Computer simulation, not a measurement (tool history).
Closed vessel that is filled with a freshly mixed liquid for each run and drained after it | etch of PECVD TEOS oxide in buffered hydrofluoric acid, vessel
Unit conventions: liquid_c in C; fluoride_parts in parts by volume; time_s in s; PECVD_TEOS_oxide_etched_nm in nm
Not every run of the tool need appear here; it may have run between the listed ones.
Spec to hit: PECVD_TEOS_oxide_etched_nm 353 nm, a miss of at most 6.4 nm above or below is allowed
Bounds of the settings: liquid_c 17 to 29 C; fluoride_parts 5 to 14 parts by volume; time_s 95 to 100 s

run  hour  liquid_c  fluoride_parts  time_s  PECVD_TEOS_oxide_etched_nm
  1     0        21             8.5      95                      306.38
  2   5.1      21.5             8.5      95                      312.86
  3  13.5        22             8.5      95                      321.27
  4  18.6        22               7      95                      395.74
  5  25.9      21.5               7      95                      386.65
  6  33.6        23               7      95                      418.73
  7  40.3      22.5               7      95                       410.7
  8  49.1        22               7      95                      397.03
  9  54.7      21.5               7      95                      384.53
 10  56.7        21               7      95                      376.33

Consider the 4 candidate settings below. Which is the only one whose results all fall within their allowed miss of target?
  A  58.7      17.5               6     100                           ?
  B  58.7      20.5               7      95                           ?
  C  58.7      22.5               8     100                           ?
  D  58.7        20               7      95                           ?

move  PECVD_TEOS_oxide_etched_nm
   A                      370.71
   B                      364.75
   C                      371.27
   D                      354.71
A: closer than the last run, but not yet in spec
B: closer than the last run, but not yet in spec
C: closer than the last run, but not yet in spec
D: all results land within tolerance of their targets
Correct choice: D, which meets every target
